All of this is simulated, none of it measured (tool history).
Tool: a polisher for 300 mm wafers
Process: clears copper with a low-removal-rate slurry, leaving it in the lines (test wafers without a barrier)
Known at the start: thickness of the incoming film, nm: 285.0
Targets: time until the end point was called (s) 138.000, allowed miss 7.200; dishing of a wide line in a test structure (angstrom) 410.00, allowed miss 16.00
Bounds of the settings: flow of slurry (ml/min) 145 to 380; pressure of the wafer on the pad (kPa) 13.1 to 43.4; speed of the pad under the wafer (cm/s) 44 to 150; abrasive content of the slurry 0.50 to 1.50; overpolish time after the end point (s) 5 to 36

| run | hour | flow of slurry (ml/min) | pressure of the wafer on the pad (kPa) | speed of the pad under the wafer (cm/s) | abrasive content of the slurry | overpolish time after the end point (s) | time until the end point was called (s) | dishing of a wide line in a test structure (angstrom) |
|---|---|---|---|---|---|---|---|---|
| 1 | 0.0 | 245 | 28.3 | 96 | 1.00 | 18 | 94.445 | 428.44 |
| 2 | 4.2 | 245 | 25.5 | 96 | 1.00 | 20 | 102.440 | 438.66 |
| 3 | 11.6 | 245 | 18.6 | 96 | 1.00 | 20 | 123.930 | 363.50 |
| 4 | 15.9 | 245 | 18.6 | 96 | 0.80 | 20 | 126.910 | 344.86 |
| 5 | 16.9 | 245 | 18.6 | 84 | 0.80 | 20 | 149.060 | 302.07 |
| 6 | 19.5 | 245 | 18.6 | 84 | 0.80 | 28 | 149.580 | 405.52 |
| 7 | 25.0 | 245 | 18.6 | 84 | 0.80 | 28 | 149.390 | 403.43 |
| 8 | 33.2 | 245 | 19.3 | 84 | 0.80 | 28 | 148.660 | 417.30 |

Which of these 4 next moves meets every target?
| A | 41.4 | 260 | 15.2 | 90 | 0.65 | 31 | ? | ? |
| B | 41.4 | 275 | 14.5 | 92 | 0.70 | 33 | ? | ? |
| C | 41.4 | 265 | 20.0 | 86 | 0.60 | 28 | ? | ? |
| D | 41.4 | 150 | 18.6 | 102 | 0.70 | 25 | ? | ? |

| move | time until the end point was called (s) | dishing of a wide line in a test structure (angstrom) |
|---|---|---|
| A | 162.890 | 407.77 |
| B | 158.720 | 439.02 |
| C | 149.580 | 405.48 |
| D | 133.330 | 405.15 |
A: further off than the last run
B: further off than the last run
C: further off than the last run
D: meets every target
Answer: D
